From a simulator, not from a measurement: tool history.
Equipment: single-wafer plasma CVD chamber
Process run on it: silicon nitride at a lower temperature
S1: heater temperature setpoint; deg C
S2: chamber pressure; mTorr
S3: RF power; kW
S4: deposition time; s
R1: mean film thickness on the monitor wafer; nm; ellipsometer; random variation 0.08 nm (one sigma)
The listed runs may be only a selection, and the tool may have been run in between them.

run  hour   S1    S2     S3    S4      R1
  1     0  360  1160  0.245  21.3  19.903
  2   2.7  360  1240  0.245  21.3  20.243
  3  10.5  360  1240  0.215  21.3  18.057
  4  13.9  360  1240  0.215  21.3  18.092
  5  19.7  360  1370  0.215  21.3  18.567
  6    25  360  1430  0.225  21.3    19.7
  7  32.2  360  1480   0.23  21.3  20.111

Run 8 comes next. What will it give?
  8  34.5  360  1510  0.235  21.3   ?

{"run 8": {"R1": 20.801}}

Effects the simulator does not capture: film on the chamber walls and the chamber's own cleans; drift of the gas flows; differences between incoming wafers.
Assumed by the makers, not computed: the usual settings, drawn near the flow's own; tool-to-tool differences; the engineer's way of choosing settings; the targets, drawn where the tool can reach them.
